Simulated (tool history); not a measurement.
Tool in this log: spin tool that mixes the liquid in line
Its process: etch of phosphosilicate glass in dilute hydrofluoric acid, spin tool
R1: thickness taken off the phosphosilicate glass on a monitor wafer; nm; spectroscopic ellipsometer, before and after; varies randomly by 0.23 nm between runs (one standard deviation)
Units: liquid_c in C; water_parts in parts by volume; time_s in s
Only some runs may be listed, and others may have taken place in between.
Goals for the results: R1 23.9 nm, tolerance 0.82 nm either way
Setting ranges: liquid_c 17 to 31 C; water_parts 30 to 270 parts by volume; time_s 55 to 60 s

run 1 day=0 | liquid_c=23 water_parts=150 time_s=55 | R1=32.213
run 2 day=0.179 | liquid_c=23 water_parts=125 time_s=55 | R1=39.223
run 3 day=0.321 | liquid_c=20 water_parts=125 time_s=55 | R1=35.367
run 4 day=0.638 | liquid_c=19.5 water_parts=130 time_s=55 | R1=33.58
run 5 day=0.838 | liquid_c=19 water_parts=135 time_s=55 | R1=31.166
run 6 day=0.921 | liquid_c=18.5 water_parts=140 time_s=55 | R1=29.533
run 7 day=1.204 | liquid_c=18.5 water_parts=145 time_s=55 | R1=28.735
run 8 day=1.542 | liquid_c=18.5 water_parts=150 time_s=55 | R1=27.097
run 9 day=1.871 | liquid_c=17.5 water_parts=155 time_s=55 | R1=25.142

Which single option among these 4 for the next run brings every result within its allowed miss of target? Just one does.
run A day=2.2 | liquid_c=17 water_parts=150 time_s=55 | R1=?
run B day=2.2 | liquid_c=17 water_parts=135 time_s=55 | R1=?
run C day=2.2 | liquid_c=20.5 water_parts=170 time_s=60 | R1=?
run D day=2.2 | liquid_c=17 water_parts=170 time_s=60 | R1=?

move=A R1=24.848
move=B R1=28.018
move=C R1=26.974
move=D R1=23.464
A: nearer than the last run, and not there yet
B: lands further from the targets than the last run did
C: lands further from the targets than the last run did
D: meets every target
Answer: D
